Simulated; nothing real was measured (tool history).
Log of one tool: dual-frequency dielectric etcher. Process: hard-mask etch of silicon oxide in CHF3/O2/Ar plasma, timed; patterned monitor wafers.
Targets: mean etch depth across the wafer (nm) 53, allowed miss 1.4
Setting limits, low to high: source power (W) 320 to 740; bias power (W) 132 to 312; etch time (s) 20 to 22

run,day,source power (W),bias power (W),etch time (s),mean etch depth across the wafer (nm)
1,0,530,222,22,45.048
2,0.221,570,230,22,47.116
3,0.258,600,234,22,48.013
4,0.617,630,240,22,49.253
5,0.708,650,245,22,50.148
6,0.846,650,245,20,45.462
7,0.971,660,258,20.5,48.221
8,1.108,670,266,20.5,48.443
9,1.404,680,273,20.5,49.329
10,1.642,690,279,20.5,50.265

4 candidate next runs follow, results not yet known. Just one meets every target within its allowed miss. Identify it.
A,1.879,610,281,21,?
B,1.879,740,288,21,?
C,1.879,690,280,20,?
D,1.879,680,254,20.5,?

move,mean etch depth across the wafer (nm)
A,49.069
B,53.291
C,48.955
D,48.372
A: misses by more than the last run did
B: all results in spec
C: misses by more than the last run did
D: misses by more than the last run did
The move that meets every target is B.
